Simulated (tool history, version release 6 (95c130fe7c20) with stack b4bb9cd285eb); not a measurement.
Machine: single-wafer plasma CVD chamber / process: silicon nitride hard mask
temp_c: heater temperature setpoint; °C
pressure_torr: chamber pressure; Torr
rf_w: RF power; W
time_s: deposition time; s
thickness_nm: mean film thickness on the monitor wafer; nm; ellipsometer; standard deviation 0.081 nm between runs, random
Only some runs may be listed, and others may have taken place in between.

run,hour,temp_c,pressure_torr,rf_w,time_s,thickness_nm
1,0.0,390,1.32,325,23.8,29.393
2,7.1,390,1.53,325,23.8,30.448
3,15.3,390,1.53,325,24.5,31.260
4,17.2,390,1.53,325,24.5,31.407
5,18.5,390,1.69,325,24.5,31.907
6,20.8,390,1.59,305,24.4,30.051
# hour 27.0: thermocouple changed; heater temperature recalibrated
7,27.0,390,1.47,295,24.4,28.787

The next listed run, before its measurement:
8,29.7,390,1.39,290,24.4,?

Logged for run 8: thickness_nm 28.150 nm.
